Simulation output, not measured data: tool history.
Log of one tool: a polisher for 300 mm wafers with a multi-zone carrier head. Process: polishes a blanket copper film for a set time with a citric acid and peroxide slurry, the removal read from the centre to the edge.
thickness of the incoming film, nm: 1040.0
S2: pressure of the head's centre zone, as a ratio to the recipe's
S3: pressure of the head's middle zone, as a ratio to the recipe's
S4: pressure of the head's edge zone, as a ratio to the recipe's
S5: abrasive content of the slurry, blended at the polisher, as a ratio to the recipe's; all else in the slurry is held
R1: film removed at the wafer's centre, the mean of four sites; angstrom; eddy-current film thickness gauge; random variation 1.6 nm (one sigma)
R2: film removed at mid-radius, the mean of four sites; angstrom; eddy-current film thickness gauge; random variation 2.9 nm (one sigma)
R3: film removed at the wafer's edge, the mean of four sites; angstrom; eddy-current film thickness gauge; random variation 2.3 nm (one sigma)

Run 1, hour 0.0: flow of slurry (ml/min) 315, S2 1.00, S3 1.00, S4 1.00, S5 1.00, polishing time (s) 81. Result: R1 1643.4 angstrom, R2 1553.3 angstrom, R3 1601.8 angstrom.
Run 2, hour 6.2: flow of slurry (ml/min) 315, S2 1.00, S3 0.94, S4 1.00, S5 1.00, polishing time (s) 81. Result: R1 1631.1 angstrom, R2 1557.6 angstrom, R3 1618.0 angstrom.
Run 3, hour 8.0: flow of slurry (ml/min) 315, S2 1.00, S3 0.94, S4 1.00, S5 1.00, polishing time (s) 62. Result: R1 1254.9 angstrom, R2 1181.0 angstrom, R3 1211.9 angstrom.
Run 4, hour 14.4: flow of slurry (ml/min) 320, S2 0.98, S3 0.98, S4 0.98, S5 1.10, polishing time (s) 68. Result: R1 1376.2 angstrom, R2 1309.8 angstrom, R3 1337.6 angstrom.
Run 5, hour 15.4: flow of slurry (ml/min) 325, S2 0.95, S3 1.03, S4 0.94, S5 1.15, polishing time (s) 74. Result: R1 1447.9 angstrom, R2 1515.4 angstrom, R3 1458.6 angstrom.
Run 6, hour 18.0: flow of slurry (ml/min) 330, S2 0.95, S3 1.05, S4 0.93, S5 1.20, polishing time (s) 77. Result: R1 1517.9 angstrom, R2 1630.5 angstrom, R3 1513.7 angstrom.
Run 7, hour 22.8: flow of slurry (ml/min) 335, S2 0.96, S3 1.07, S4 0.95, S5 1.25, polishing time (s) 79. Result: R1 1590.1 angstrom, R2 1735.8 angstrom, R3 1591.7 angstrom.
Run 8, hour 25.9: flow of slurry (ml/min) 335, S2 0.98, S3 1.08, S4 0.98, S5 1.30, polishing time (s) 80. Result: R1 1662.8 angstrom, R2 1754.9 angstrom, R3 1642.7 angstrom.

Forecast run 9:
Run 9, hour 33.9: flow of slurry (ml/min) 340, S2 0.98, S3 1.10, S4 0.99, S5 1.35, polishing time (s) 81. Result: R1 ?, R2 ?, R3 ?.

R1: 1681.6 angstrom
R2: 1804.1 angstrom
R3: 1672.5 angstrom
